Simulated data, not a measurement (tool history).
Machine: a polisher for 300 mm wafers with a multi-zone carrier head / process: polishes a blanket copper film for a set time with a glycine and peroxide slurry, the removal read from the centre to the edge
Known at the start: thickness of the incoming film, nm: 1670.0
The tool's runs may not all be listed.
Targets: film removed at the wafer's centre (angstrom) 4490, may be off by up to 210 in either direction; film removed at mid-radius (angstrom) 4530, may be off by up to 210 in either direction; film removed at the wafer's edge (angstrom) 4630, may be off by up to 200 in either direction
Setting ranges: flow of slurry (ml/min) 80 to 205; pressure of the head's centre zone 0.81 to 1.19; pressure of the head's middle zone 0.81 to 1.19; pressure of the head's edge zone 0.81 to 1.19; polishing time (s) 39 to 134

| run | hour | flow of slurry (ml/min) | pressure of the head's centre zone | pressure of the head's middle zone | pressure of the head's edge zone | polishing time (s) | film removed at the wafer's centre (angstrom) | film removed at mid-radius (angstrom) | film removed at the wafer's edge (angstrom) |
|---|---|---|---|---|---|---|---|---|---|
| 1 | 0 | 135 | 1 | 1 | 1 | 86 | 3570.5 | 3584.6 | 3523.1 |
| 2 | 2 | 135 | 1 | 1 | 1 | 68 | 2856.7 | 2824.5 | 2860.9 |
| 3 | 7.9 | 160 | 1 | 1 | 1 | 68 | 2833.7 | 2864.9 | 2825.7 |
| 4 | 16.7 | 185 | 1 | 1 | 1 | 68 | 2887.7 | 2932.4 | 2941.8 |
| 5 | 17.4 | 200 | 1 | 1 | 1 | 68 | 2977.9 | 2965.1 | 2922.9 |
| 6 | 19 | 200 | 1 | 0.93 | 1 | 68 | 2947 | 2719.2 | 2983.2 |
| 7 | 19.5 | 200 | 1 | 0.93 | 1 | 68 | 2996.5 | 2799.3 | 2912.9 |
| 8 | 24.2 | 200 | 1 | 0.95 | 1.02 | 77 | 3320 | 3148.8 | 3381.5 |
| 9 | 28.3 | 200 | 1.02 | 0.98 | 1.04 | 82 | 3583.7 | 3463.6 | 3681.2 |
| 10 | 31.1 | 200 | 1.04 | 1.01 | 1.06 | 85 | 3905.6 | 3668.9 | 3791.1 |
| 11 | 38.1 | 200 | 1.03 | 1.02 | 1.07 | 88 | 3849.1 | 3898.4 | 3874.9 |
| 12 | 44.5 | 200 | 1.03 | 1.02 | 1.08 | 91 | 4072.6 | 4072.5 | 4140.5 |
| 13 | 50.7 | 200 | 1.03 | 1.03 | 1.09 | 93 | 4276.5 | 4142.5 | 4195.3 |
| 14 | 56.6 | 200 | 1.02 | 1.03 | 1.1 | 95 | 4177.2 | 4194 | 4273.7 |
| 15 | 62.1 | 200 | 1.02 | 1.03 | 1.11 | 96 | 4314.5 | 4281.1 | 4420.9 |

Which one of the following 5 next-run settings gets every result inside its allowed miss? There is exactly one.
| A | 67.6 | 195 | 1.01 | 1.03 | 1.14 | 101 | ? | ? | ? |
| B | 67.6 | 190 | 0.95 | 0.91 | 1.19 | 101 | ? | ? | ? |
| C | 67.6 | 205 | 0.98 | 1.01 | 1.05 | 93 | ? | ? | ? |
| D | 67.6 | 200 | 0.91 | 1.1 | 1.19 | 97 | ? | ? | ? |
| E | 67.6 | 200 | 0.95 | 0.98 | 1.19 | 94 | ? | ? | ? |

| move | film removed at the wafer's centre (angstrom) | film removed at mid-radius (angstrom) | film removed at the wafer's edge (angstrom) |
|---|---|---|---|
| A | 4469.7 | 4557.3 | 4587.5 |
| B | 4182.9 | 4094.2 | 4687 |
| C | 4020.3 | 4154.6 | 4072.3 |
| D | 3880.4 | 4646.2 | 4511.7 |
| E | 3923.7 | 4081 | 4379.2 |
A: every result within its allowed miss
B: misses by more than the last run did
C: misses by more than the last run did
D: the worst result of the last run now meets its target, but another is out of spec
E: misses by more than the last run did
Go with A: it meets all targets.
